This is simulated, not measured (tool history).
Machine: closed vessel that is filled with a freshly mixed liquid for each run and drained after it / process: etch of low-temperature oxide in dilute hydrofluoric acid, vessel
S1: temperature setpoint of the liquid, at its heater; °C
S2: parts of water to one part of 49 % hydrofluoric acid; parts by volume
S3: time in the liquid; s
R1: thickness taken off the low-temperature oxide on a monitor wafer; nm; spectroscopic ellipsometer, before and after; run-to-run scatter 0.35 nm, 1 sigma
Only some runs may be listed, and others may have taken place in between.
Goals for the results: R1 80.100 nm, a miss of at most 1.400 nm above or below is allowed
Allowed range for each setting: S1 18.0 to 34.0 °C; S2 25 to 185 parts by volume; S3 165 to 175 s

run	hour	S1	S2	S3	R1
1	0.0	26.0	105	165	36.638
2	7.2	28.0	95	165	44.121
3	10.7	29.5	95	165	46.545
4	11.9	29.5	75	165	60.712
5	17.9	29.5	105	165	41.829
6	26.4	30.5	95	165	48.671
7	28.1	31.5	85	165	57.141
8	36.6	32.0	80	165	62.726
9	38.9	32.5	75	165	68.179
10	45.9	33.0	75	165	69.391
11	50.2	33.5	70	165	76.927

Of the 4 settings listed for the next run, only one would bring every result within its allowed miss of target. Which one?
A	54.5	31.5	65	165	?
B	54.5	34.0	75	175	?
C	54.5	34.0	80	175	?
D	54.5	33.0	70	175	?

move	R1
A	77.087
B	76.620
C	71.254
D	79.727
A: nearer the targets than the last run, but a result is still out of spec
B: lands further from the targets than the last run did
C: lands further from the targets than the last run did
D: each result inside its tolerance
The right move is D.
